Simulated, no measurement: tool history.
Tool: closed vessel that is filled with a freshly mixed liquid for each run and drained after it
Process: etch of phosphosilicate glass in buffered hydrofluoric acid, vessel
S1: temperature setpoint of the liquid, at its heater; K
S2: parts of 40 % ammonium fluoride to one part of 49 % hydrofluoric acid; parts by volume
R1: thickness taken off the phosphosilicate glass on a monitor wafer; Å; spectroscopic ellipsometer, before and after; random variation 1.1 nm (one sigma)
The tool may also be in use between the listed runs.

Run 1, hour 0: S1 294.15 K, S2 13.5 parts by volume, time in the liquid (s) 30. Result: R1 795.02 Å.
Run 2, hour 5.1: S1 294.15 K, S2 13.5 parts by volume, time in the liquid (s) 30. Result: R1 799.56 Å.
Run 3, hour 8: S1 296.15 K, S2 13.5 parts by volume, time in the liquid (s) 30. Result: R1 887.8 Å.
Run 4, hour 12.7: S1 296.15 K, S2 11 parts by volume, time in the liquid (s) 30. Result: R1 1085.2 Å.
Run 5, hour 14: S1 297.15 K, S2 10.5 parts by volume, time in the liquid (s) 30. Result: R1 1191.6 Å.
Run 6, hour 22.3: S1 297.15 K, S2 10.5 parts by volume, time in the liquid (s) 30. Result: R1 1196 Å.
Run 7, hour 31.1: S1 297.65 K, S2 10 parts by volume, time in the liquid (s) 30. Result: R1 1285.2 Å.
Run 8, hour 33: S1 298.15 K, S2 10 parts by volume, time in the liquid (s) 30. Result: R1 1319.4 Å.

The next listed run, before its measurement:
Run 9, hour 40.6: S1 302.15 K, S2 8 parts by volume, time in the liquid (s) 30. Result: R1 ?.

{"run 9": {"R1": 2000.4}}
